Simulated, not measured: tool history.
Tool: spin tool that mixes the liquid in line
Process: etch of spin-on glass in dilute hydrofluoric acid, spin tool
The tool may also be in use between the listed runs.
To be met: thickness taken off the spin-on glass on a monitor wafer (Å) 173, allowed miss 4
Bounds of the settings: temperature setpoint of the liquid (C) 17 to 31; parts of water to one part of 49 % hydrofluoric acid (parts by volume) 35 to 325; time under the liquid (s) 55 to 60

run	hour	temperature setpoint of the liquid (C)	parts of water to one part of 49 % hydrofluoric acid (parts by volume)	time under the liquid (s)	thickness taken off the spin-on glass on a monitor wafer (Å)
1	0	23	180	55	108.7
2	2	21.5	180	55	102.99
3	10.1	21.5	180	55	101.52
4	11.2	21.5	130	55	150.82
5	14.5	19	130	55	135.63
6	20.9	19	195	55	84.117
7	26.7	20.5	190	55	92.294
# hour 29.5: hydrofluoric acid flow meter replaced
8	29.5	22	185	55	116.36

Which of these 5 next moves meets every target?
A	32.3	23.5	145	60	?
B	32.3	22	115	60	?
C	32.3	23	120	60	?
D	32.3	20.5	135	60	?
E	32.3	28	145	60	?

move	thickness taken off the spin-on glass on a monitor wafer (Å)
A	179.37
B	220.66
C	218.76
D	173.15
E	212.53
A: takes the result that was furthest off past its target
B: takes the result that was furthest off past its target
C: takes the result that was furthest off past its target
D: meets every target
E: takes the result that was furthest off past its target
Move D is the one to make.
